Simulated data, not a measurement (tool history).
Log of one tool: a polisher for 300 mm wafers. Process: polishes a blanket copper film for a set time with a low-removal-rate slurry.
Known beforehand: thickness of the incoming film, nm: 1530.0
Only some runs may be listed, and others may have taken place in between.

| run | hour | flow of slurry (ml/min) | pressure of the wafer on the pad (kPa) | speed of the pad under the wafer (cm/s) | abrasive content of the slurry | polishing time (s) | film removed (nm) |
|---|---|---|---|---|---|---|---|
| 1 | 0 | 315 | 11.7 | 142 | 1 | 33 | 83.098 |
| 2 | 5.5 | 315 | 11.7 | 142 | 0.85 | 33 | 79.665 |
| 3 | 10.3 | 315 | 13.1 | 142 | 0.85 | 33 | 88.655 |
| 4 | 13.5 | 315 | 13.1 | 142 | 0.65 | 33 | 83.557 |
| 5 | 22.3 | 315 | 13.8 | 142 | 0.65 | 33 | 88.843 |
| 6 | 28.5 | 315 | 16.5 | 142 | 0.65 | 33 | 105.83 |
| 7 | 35.5 | 315 | 17.2 | 142 | 0.65 | 33 | 111.39 |

Run 8 comes next. What will it give?
| 8 | 43.7 | 315 | 17.9 | 142 | 0.65 | 33 | ? |

film removed (nm): 114.7
